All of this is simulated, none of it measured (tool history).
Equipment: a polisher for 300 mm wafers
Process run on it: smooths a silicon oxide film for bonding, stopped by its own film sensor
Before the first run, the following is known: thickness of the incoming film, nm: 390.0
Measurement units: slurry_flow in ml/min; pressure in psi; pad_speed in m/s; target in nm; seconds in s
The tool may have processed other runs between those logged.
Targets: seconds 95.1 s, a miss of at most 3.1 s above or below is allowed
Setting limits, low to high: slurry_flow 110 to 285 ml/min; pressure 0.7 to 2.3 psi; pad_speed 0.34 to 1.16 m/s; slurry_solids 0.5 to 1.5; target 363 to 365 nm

run	hour	slurry_flow	pressure	pad_speed	slurry_solids	target	seconds
1	0	180	1.5	0.74	1	363	64.307
2	3.6	175	1.4	0.74	1	363	66.716
3	6.4	175	1.4	0.74	1	365	62.851
4	7.3	175	1.4	0.74	1.15	365	58.709
5	8.5	175	1.2	0.72	1.15	365	65.01
6	13.7	175	1.1	0.68	1.15	365	71.418
7	18.4	175	1	0.66	1.15	365	78.054
8	25.4	175	0.9	0.66	1.15	365	82.795
9	33.6	170	0.8	0.64	1.15	365	90.548
10	34.6	165	0.8	0.64	1.15	365	91.82
11	41.2	160	0.8	0.64	1.15	365	91.413

Which single option among these 4 for the next run brings every result within its allowed miss of target? Just one does.
A	47.8	160	0.8	0.66	1.15	365	?
B	47.8	125	0.9	0.72	0.7	365	?
C	47.8	115	1	0.68	0.95	363	?
D	47.8	205	1	0.58	1.2	364	?

move	seconds
A	90.027
B	104.21
C	96.799
D	87.721
A: lands further from the targets than the last run did
B: moves the result that the last run missed by most past its target, out the other side
C: every result lands within tolerance
D: lands further from the targets than the last run did
Answer: C
